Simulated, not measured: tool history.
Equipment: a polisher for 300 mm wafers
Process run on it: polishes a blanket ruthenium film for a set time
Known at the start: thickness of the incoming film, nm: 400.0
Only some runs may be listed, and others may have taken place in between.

run    day  flow of slurry (ml/min)  pressure of the wafer on the pad (psi)  speed of the pad under the wafer (m/s)  polishing time (s)  film removed (Å)
  1      0                      295                                     1.9                                     0.9                  43            448.84
  2  0.204                      295                                     1.6                                     0.9                  43            384.49
  3  0.317                      295                                     1.4                                     0.9                  43            337.95
  4  0.538                      295                                     1.4                                     0.9                  45             357.1
  5  0.692                      295                                     1.3                                     0.9                  45            337.37
  6  0.946                      230                                     1.3                                     0.9                  45             321.1
  7  1.104                      225                                     1.2                                     0.9                  45            299.58

Expected results for the next run?
  8  1.412                      225                                       1                                     0.9                  45                 ?

Run 8 measured film removed (Å) 256.77.
